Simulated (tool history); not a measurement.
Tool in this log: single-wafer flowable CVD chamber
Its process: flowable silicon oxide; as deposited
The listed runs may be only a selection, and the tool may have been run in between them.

| run | hour | heater temperature setpoint (°C) | chamber pressure (mTorr) | RF power (W) | deposition time (s) | mean film thickness on the monitor wafer (Å) |
|---|---|---|---|---|---|---|
| 1 | 0 | 90 | 697 | 1890 | 1109 | 7152.3 |
| 2 | 3 | 90 | 774 | 1890 | 1109 | 7962.6 |
| 3 | 4.5 | 90 | 774 | 1890 | 1146 | 8092.5 |
| 4 | 7.8 | 87 | 774 | 1890 | 1146 | 8747.3 |
| 5 | 9 | 87 | 774 | 1680 | 1146 | 8630.5 |
| 6 | 13.4 | 97 | 774 | 1680 | 1146 | 6445.4 |

Run 7 has not been measured yet. What should we expect?
| 7 | 20.8 | 85 | 777 | 1680 | 1146 | ? |

Run 7 gave mean film thickness on the monitor wafer (Å) 9079.
